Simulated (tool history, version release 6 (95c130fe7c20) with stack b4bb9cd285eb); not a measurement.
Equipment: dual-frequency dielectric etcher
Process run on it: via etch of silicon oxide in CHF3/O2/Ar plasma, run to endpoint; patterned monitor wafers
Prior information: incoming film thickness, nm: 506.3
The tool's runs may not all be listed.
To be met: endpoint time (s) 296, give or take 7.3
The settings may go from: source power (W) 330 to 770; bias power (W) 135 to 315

run 1 hour=0 | source_power_(W)=550 bias_power_(W)=225 | endpoint_time_(s)=262.69
run 2 hour=0.9 | source_power_(W)=620 bias_power_(W)=225 | endpoint_time_(s)=248.5
run 3 hour=8.8 | source_power_(W)=620 bias_power_(W)=262 | endpoint_time_(s)=229.59
run 4 hour=13.3 | source_power_(W)=580 bias_power_(W)=262 | endpoint_time_(s)=238.96
run 5 hour=15.7 | source_power_(W)=580 bias_power_(W)=248 | endpoint_time_(s)=243.23
run 6 hour=17.5 | source_power_(W)=540 bias_power_(W)=243 | endpoint_time_(s)=253.15
run 7 hour=21.3 | source_power_(W)=510 bias_power_(W)=238 | endpoint_time_(s)=266.19
run 8 hour=29.8 | source_power_(W)=490 bias_power_(W)=236 | endpoint_time_(s)=271.53
run 9 hour=30.9 | source_power_(W)=380 bias_power_(W)=223 | endpoint_time_(s)=327.87
run 10 hour=37.9 | source_power_(W)=400 bias_power_(W)=224 | endpoint_time_(s)=316.67
run 11 hour=46.9 | source_power_(W)=410 bias_power_(W)=225 | endpoint_time_(s)=307.18
run 12 hour=49.5 | source_power_(W)=420 bias_power_(W)=225 | endpoint_time_(s)=304.75

Pick the move, out of 4, that brings all results within their allowed miss; only one does.
run A hour=52.1 | source_power_(W)=400 bias_power_(W)=228 | endpoint_time_(s)=?
run B hour=52.1 | source_power_(W)=480 bias_power_(W)=233 | endpoint_time_(s)=?
run C hour=52.1 | source_power_(W)=420 bias_power_(W)=241 | endpoint_time_(s)=?
run D hour=52.1 | source_power_(W)=500 bias_power_(W)=230 | endpoint_time_(s)=?

move=A endpoint_time_(s)=310.43
move=B endpoint_time_(s)=276.18
move=C endpoint_time_(s)=292.19
move=D endpoint_time_(s)=272.1
A: moves away from the targets compared with the last run
B: moves the result that the last run missed by most past its target, out the other side
C: all results in spec
D: moves the result that the last run missed by most past its target, out the other side
C is the move that brings every result within its allowed miss.
